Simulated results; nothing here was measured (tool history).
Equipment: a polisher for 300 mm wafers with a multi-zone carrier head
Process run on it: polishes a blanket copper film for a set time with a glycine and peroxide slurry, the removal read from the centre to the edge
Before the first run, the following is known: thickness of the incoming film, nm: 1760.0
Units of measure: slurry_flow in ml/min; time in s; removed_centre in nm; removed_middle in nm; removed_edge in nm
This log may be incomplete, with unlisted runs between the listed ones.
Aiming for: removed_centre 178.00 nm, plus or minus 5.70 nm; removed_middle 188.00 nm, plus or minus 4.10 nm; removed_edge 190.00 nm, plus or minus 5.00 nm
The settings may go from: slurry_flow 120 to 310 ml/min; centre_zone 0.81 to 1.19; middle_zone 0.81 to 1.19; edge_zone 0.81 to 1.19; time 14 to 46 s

run 1 hour=0.0 | slurry_flow=200 centre_zone=1.00 middle_zone=1.00 edge_zone=1.00 time=30 | removed_centre=126.12 removed_middle=125.72 removed_edge=130.99
run 2 hour=7.9 | slurry_flow=200 centre_zone=1.00 middle_zone=1.00 edge_zone=1.08 time=30 | removed_centre=122.65 removed_middle=126.91 removed_edge=134.84
run 3 hour=16.1 | slurry_flow=200 centre_zone=1.00 middle_zone=1.00 edge_zone=1.08 time=36 | removed_centre=151.83 removed_middle=150.55 removed_edge=164.73
run 4 hour=20.7 | slurry_flow=200 centre_zone=1.00 middle_zone=1.00 edge_zone=1.08 time=39 | removed_centre=161.74 removed_middle=164.61 removed_edge=177.39
run 5 hour=21.9 | slurry_flow=200 centre_zone=1.05 middle_zone=1.00 edge_zone=1.08 time=39 | removed_centre=167.92 removed_middle=164.70 removed_edge=176.91
run 6 hour=29.4 | slurry_flow=225 centre_zone=1.05 middle_zone=1.02 edge_zone=1.09 time=39 | removed_centre=173.43 removed_middle=169.24 removed_edge=178.04
run 7 hour=34.8 | slurry_flow=235 centre_zone=1.04 middle_zone=1.04 edge_zone=1.11 time=39 | removed_centre=171.82 removed_middle=172.84 removed_edge=178.70
run 8 hour=38.4 | slurry_flow=240 centre_zone=1.04 middle_zone=1.05 edge_zone=1.13 time=39 | removed_centre=172.54 removed_middle=175.02 removed_edge=182.90
run 9 hour=46.1 | slurry_flow=250 centre_zone=1.04 middle_zone=1.07 edge_zone=1.14 time=39 | removed_centre=172.41 removed_middle=178.92 removed_edge=184.89
run 10 hour=50.9 | slurry_flow=260 centre_zone=1.04 middle_zone=1.08 edge_zone=1.15 time=39 | removed_centre=175.65 removed_middle=180.76 removed_edge=186.70
run 11 hour=55.8 | slurry_flow=265 centre_zone=1.04 middle_zone=1.09 edge_zone=1.15 time=39 | removed_centre=172.83 removed_middle=181.95 removed_edge=184.53
run 12 hour=62.5 | slurry_flow=270 centre_zone=1.04 middle_zone=1.10 edge_zone=1.16 time=39 | removed_centre=176.09 removed_middle=182.70 removed_edge=186.51

Of the 4 settings listed for the next run, only one would bring every result within its allowed miss of target. Which one?
run A hour=69.2 | slurry_flow=300 centre_zone=1.11 middle_zone=1.11 edge_zone=1.15 time=37 | removed_centre=? removed_middle=? removed_edge=?
run B hour=69.2 | slurry_flow=270 centre_zone=1.09 middle_zone=1.08 edge_zone=1.19 time=38 | removed_centre=? removed_middle=? removed_edge=?
run C hour=69.2 | slurry_flow=290 centre_zone=1.05 middle_zone=1.13 edge_zone=1.19 time=39 | removed_centre=? removed_middle=? removed_edge=?
run D hour=69.2 | slurry_flow=270 centre_zone=1.08 middle_zone=1.02 edge_zone=1.16 time=40 | removed_centre=? removed_middle=? removed_edge=?

move=A removed_centre=179.34 removed_middle=176.00 removed_edge=176.57
move=B removed_centre=178.96 removed_middle=174.94 removed_edge=183.33
move=C removed_centre=178.19 removed_middle=187.88 removed_edge=188.94
move=D removed_centre=186.56 removed_middle=175.43 removed_edge=190.62
A: its largest miss is bigger than the last run's
B: its largest miss is bigger than the last run's
C: all results land within tolerance of their targets
D: its largest miss is bigger than the last run's
Correct choice: C, which meets every target
